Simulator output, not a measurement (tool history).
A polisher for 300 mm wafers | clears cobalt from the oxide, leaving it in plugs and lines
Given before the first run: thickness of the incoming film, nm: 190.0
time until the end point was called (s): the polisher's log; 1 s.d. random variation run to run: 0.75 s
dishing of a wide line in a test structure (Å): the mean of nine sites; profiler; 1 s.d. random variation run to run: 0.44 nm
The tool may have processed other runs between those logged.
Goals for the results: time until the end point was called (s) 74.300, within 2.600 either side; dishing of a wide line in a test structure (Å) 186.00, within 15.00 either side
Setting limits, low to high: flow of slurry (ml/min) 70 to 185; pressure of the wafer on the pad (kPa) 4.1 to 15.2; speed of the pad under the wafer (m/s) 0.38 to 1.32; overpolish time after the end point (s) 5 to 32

| run | day | flow of slurry (ml/min) | pressure of the wafer on the pad (kPa) | speed of the pad under the wafer (m/s) | overpolish time after the end point (s) | time until the end point was called (s) | dishing of a wide line in a test structure (Å) |
|---|---|---|---|---|---|---|---|
| 1 | 0.000 | 120 | 9.7 | 0.84 | 16 | 79.654 | 321.40 |
| 2 | 0.371 | 120 | 11.7 | 0.84 | 16 | 69.419 | 373.83 |
| 3 | 0.650 | 120 | 11.7 | 0.84 | 23 | 68.133 | 465.73 |
| 4 | 0.775 | 120 | 11.7 | 0.84 | 25 | 67.216 | 476.74 |
| 5 | 0.817 | 135 | 11.7 | 0.84 | 25 | 66.116 | 497.87 |
| 6 | 0.925 | 135 | 11.7 | 0.84 | 29 | 66.006 | 534.49 |
| 7 | 0.962 | 145 | 11.0 | 0.88 | 25 | 65.861 | 514.35 |
| 8 | 1.092 | 135 | 11.0 | 0.86 | 22 | 68.454 | 463.42 |
|  | 1.196 | slurry nozzle cleaned |
| 9 | 1.196 | 125 | 11.0 | 0.84 | 19 | 63.256 | 420.16 |
| 10 | 1.246 | 110 | 8.3 | 0.82 | 11 | 81.781 | 249.89 |
| 11 | 1.275 | 105 | 8.3 | 0.86 | 10 | 81.638 | 234.33 |
| 12 | 1.629 | 100 | 8.3 | 0.88 | 9 | 81.936 | 214.70 |
| 13 | 1.704 | 100 | 8.3 | 0.90 | 8 | 80.077 | 196.23 |
| 14 | 2.008 | 105 | 8.3 | 0.92 | 7 | 78.555 | 173.98 |

Consider the 4 candidate settings below. Which is the only one whose results all fall within their allowed miss of target?
| A | 2.312 | 115 | 9.7 | 0.64 | 8 | ? | ? |
| B | 2.312 | 115 | 9.7 | 0.68 | 8 | ? | ? |
| C | 2.312 | 100 | 7.6 | 1.08 | 7 | ? | ? |
| D | 2.312 | 120 | 8.3 | 0.80 | 8 | ? | ? |

| move | time until the end point was called (s) | dishing of a wide line in a test structure (Å) |
|---|---|---|
| A | 86.831 | 183.72 |
| B | 83.424 | 190.15 |
| C | 74.608 | 186.49 |
| D | 83.454 | 190.10 |
A: lands further from the targets than the last run did
B: lands further from the targets than the last run did
C: every result lands within tolerance
D: lands further from the targets than the last run did
Go with C: it meets all targets.

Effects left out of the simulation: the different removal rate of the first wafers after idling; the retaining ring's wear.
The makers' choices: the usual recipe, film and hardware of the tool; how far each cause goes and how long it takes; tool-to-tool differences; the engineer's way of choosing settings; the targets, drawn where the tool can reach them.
